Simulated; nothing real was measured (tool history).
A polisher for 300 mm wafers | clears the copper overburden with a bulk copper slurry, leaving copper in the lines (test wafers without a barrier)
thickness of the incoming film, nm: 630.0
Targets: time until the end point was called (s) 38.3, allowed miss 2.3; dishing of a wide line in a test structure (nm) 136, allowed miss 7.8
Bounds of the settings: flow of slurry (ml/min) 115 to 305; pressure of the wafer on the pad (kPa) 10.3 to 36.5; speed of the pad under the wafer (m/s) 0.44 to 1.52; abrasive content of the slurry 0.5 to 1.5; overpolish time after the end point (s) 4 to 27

run	hour	flow of slurry (ml/min)	pressure of the wafer on the pad (kPa)	speed of the pad under the wafer (m/s)	abrasive content of the slurry	overpolish time after the end point (s)	time until the end point was called (s)	dishing of a wide line in a test structure (nm)
1	0	195	23.4	0.98	1	14	55.671	84.818
2	6	230	23.4	0.98	1	14	52.971	86.489
3	10	260	23.4	0.98	1	14	54.633	84.494
4	16.8	260	23.4	1.16	1	14	46.849	91.442
5	24.7	260	26.2	1.16	1	14	43.061	103.67
6	26.9	260	26.2	1.28	1	14	38.856	107.83
7	27.4	260	26.9	1.26	1	15	36.999	111.46
# hour 33.9: slurry blender recalibrated
8	33.9	260	26.9	1.22	1	18	37.255	123.68
9	39.4	260	26.9	1.2	1	19	37.725	126.65

4 next moves are on the table. One of them brings every result within its allowed miss. Which?
A	44.9	265	26.9	1.22	1.05	15	?	?
B	44.9	235	23.4	1.44	0.8	14	?	?
C	44.9	290	26.2	1.32	0.85	12	?	?
D	44.9	280	27.6	1.06	1.1	23	?	?

move	time until the end point was called (s)	dishing of a wide line in a test structure (nm)
A	36.966	116.75
B	39.769	106.15
C	37.434	102.73
D	40.1	135.47
A: further off than the last run
B: further off than the last run
C: further off than the last run
D: meets every target
Answer: D
